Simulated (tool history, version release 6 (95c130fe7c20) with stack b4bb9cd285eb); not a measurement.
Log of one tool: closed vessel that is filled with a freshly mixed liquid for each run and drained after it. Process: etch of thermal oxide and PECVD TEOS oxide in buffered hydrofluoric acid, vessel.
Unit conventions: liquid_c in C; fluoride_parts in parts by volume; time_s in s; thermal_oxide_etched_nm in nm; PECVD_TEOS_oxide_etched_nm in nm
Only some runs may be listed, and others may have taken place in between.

run  hour  liquid_c  fluoride_parts  time_s  thermal_oxide_etched_nm  PECVD_TEOS_oxide_etched_nm
  1     0        25               8      60                   82.615                      176.24
  2     2        25               8      35                   48.563                         103
  3     5      21.5               8      35                    40.74                      84.784
  4  14.2      22.5             7.5      35                   45.465                      95.619
  5  22.4      22.5             7.5      30                   38.975                      83.947
  6  23.6      22.5             9.5      30                   30.987                      64.933
  7  30.6      23.5               9      30                   33.171                      71.104
  8  31.7      27.5             6.5      60                   117.75                      247.82
  9  32.9      27.5             6.5      60                   117.65                      251.09
 10  36.3        27             6.5      60                   113.69                      244.47

For run 11, what comes out?
 11  40.4      26.5             6.5      60                        ?                           ?

thermal_oxide_etched_nm: 112.25 nm
PECVD_TEOS_oxide_etched_nm: 234.24 nm
